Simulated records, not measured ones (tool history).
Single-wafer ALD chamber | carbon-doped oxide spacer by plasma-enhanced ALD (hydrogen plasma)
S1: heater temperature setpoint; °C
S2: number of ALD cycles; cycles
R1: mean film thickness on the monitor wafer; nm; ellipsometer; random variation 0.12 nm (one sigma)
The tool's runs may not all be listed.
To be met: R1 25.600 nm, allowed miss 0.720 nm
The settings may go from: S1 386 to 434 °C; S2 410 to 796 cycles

| run | day | S1 | S2 | R1 |
|---|---|---|---|---|
| 1 | 0.000 | 410 | 603 | 33.140 |
| 2 | 0.129 | 405 | 603 | 33.546 |
| 3 | 0.317 | 405 | 673 | 37.791 |
| 4 | 0.400 | 405 | 602 | 33.470 |
| 5 | 0.638 | 405 | 551 | 30.591 |
| 6 | 0.775 | 405 | 634 | 35.448 |
| 7 | 1.058 | 407 | 592 | 32.706 |
| 8 | 1.242 | 408 | 560 | 31.030 |
| 9 | 1.379 | 409 | 533 | 29.259 |
| 10 | 1.458 | 410 | 517 | 28.452 |
| 11 | 1.754 | 411 | 504 | 27.646 |
| 12 | 2.100 | 412 | 496 | 27.017 |
| 13 | 2.179 | 413 | 491 | 26.532 |

Which of these 4 next moves meets every target?
| A | 2.258 | 408 | 490 | ? |
| B | 2.258 | 406 | 487 | ? |
| C | 2.258 | 409 | 505 | ? |
| D | 2.258 | 419 | 479 | ? |

| move | R1 |
|---|---|
| A | 27.263 |
| B | 27.286 |
| C | 27.999 |
| D | 25.625 |
A: further off than the last run
B: further off than the last run
C: further off than the last run
D: meets every target
Move D is the one to make.
